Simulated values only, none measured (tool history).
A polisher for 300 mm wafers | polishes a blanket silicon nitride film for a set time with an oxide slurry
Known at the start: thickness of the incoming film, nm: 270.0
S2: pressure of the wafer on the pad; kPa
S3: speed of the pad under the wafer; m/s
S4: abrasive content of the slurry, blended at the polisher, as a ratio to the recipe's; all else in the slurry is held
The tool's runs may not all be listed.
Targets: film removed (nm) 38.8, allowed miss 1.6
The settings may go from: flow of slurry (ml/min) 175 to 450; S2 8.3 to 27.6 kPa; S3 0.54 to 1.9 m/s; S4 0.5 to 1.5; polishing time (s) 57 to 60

Run 1, day 0: flow of slurry (ml/min) 290, S2 17.9 kPa, S3 1.22 m/s, S4 1, polishing time (s) 57. Result: film removed (nm) 26.896.
Run 2, day 0.358: flow of slurry (ml/min) 290, S2 17.9 kPa, S3 1.22 m/s, S4 1.2, polishing time (s) 57. Result: film removed (nm) 28.506.
Run 3, day 0.662: flow of slurry (ml/min) 290, S2 19.3 kPa, S3 1.22 m/s, S4 1.2, polishing time (s) 57. Result: film removed (nm) 30.118.
Run 4, day 0.871: flow of slurry (ml/min) 220, S2 19.3 kPa, S3 1.22 m/s, S4 1.2, polishing time (s) 57. Result: film removed (nm) 29.535.
Run 5, day 1.125: flow of slurry (ml/min) 220, S2 20.7 kPa, S3 1.22 m/s, S4 1.2, polishing time (s) 57. Result: film removed (nm) 29.769.
Run 6, day 1.475: flow of slurry (ml/min) 220, S2 22.1 kPa, S3 1.22 m/s, S4 1.2, polishing time (s) 57. Result: film removed (nm) 31.363.
Run 7, day 1.554: flow of slurry (ml/min) 225, S2 23.4 kPa, S3 1.22 m/s, S4 1.2, polishing time (s) 57. Result: film removed (nm) 33.325.
Run 8, day 1.808: flow of slurry (ml/min) 230, S2 24.1 kPa, S3 1.22 m/s, S4 1.2, polishing time (s) 57. Result: film removed (nm) 34.282.
Run 9, day 1.958: flow of slurry (ml/min) 235, S2 24.8 kPa, S3 1.22 m/s, S4 1.2, polishing time (s) 57. Result: film removed (nm) 34.232.

Which of these 4 next moves meets every target?
Run A, day 2.108: flow of slurry (ml/min) 270, S2 24.1 kPa, S3 0.96 m/s, S4 1.25, polishing time (s) 59. Result: film removed (nm) ?.
Run B, day 2.108: flow of slurry (ml/min) 205, S2 26.9 kPa, S3 1.02 m/s, S4 1.25, polishing time (s) 57. Result: film removed (nm) ?.
Run C, day 2.108: flow of slurry (ml/min) 255, S2 21.4 kPa, S3 1.52 m/s, S4 1.25, polishing time (s) 59. Result: film removed (nm) ?.
Run D, day 2.108: flow of slurry (ml/min) 205, S2 22.1 kPa, S3 1.06 m/s, S4 1.1, polishing time (s) 57. Result: film removed (nm) ?.

move  film removed (nm)
   A             30.743
   B             32.474
   C             38.714
   D             28.026
A: further off than the last run
B: further off than the last run
C: meets every target
D: further off than the last run
Move C is the one to make.
